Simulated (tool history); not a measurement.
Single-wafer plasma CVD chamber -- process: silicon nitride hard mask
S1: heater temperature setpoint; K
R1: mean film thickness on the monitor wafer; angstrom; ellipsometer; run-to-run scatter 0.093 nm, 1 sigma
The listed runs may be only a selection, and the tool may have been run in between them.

Run 1, hour 0: S1 678.15 K, chamber pressure (mTorr) 1890, RF power (kW) 0.35, deposition time (s) 22. Result: R1 287.98 angstrom.
Run 2, hour 3.5: S1 678.15 K, chamber pressure (mTorr) 1710, RF power (kW) 0.345, deposition time (s) 22. Result: R1 278.96 angstrom.
Run 3, hour 9.3: S1 689.15 K, chamber pressure (mTorr) 1710, RF power (kW) 0.345, deposition time (s) 22. Result: R1 278.41 angstrom.
Run 4, hour 12.5: S1 689.15 K, chamber pressure (mTorr) 1840, RF power (kW) 0.345, deposition time (s) 22. Result: R1 282.41 angstrom.
Run 5, hour 13.9: S1 689.15 K, chamber pressure (mTorr) 1550, RF power (kW) 0.345, deposition time (s) 22. Result: R1 269.77 angstrom.
Run 6, hour 21.6: S1 689.15 K, chamber pressure (mTorr) 1550, RF power (kW) 0.39, deposition time (s) 22. Result: R1 286.97 angstrom.
Run 7, hour 24.7: S1 689.15 K, chamber pressure (mTorr) 1450, RF power (kW) 0.38, deposition time (s) 21.9. Result: R1 277.13 angstrom.

Predict the results of run 8:
Run 8, hour 25.9: S1 689.15 K, chamber pressure (mTorr) 1370, RF power (kW) 0.375, deposition time (s) 21.9. Result: R1 ?.

R1: 271.45 angstrom
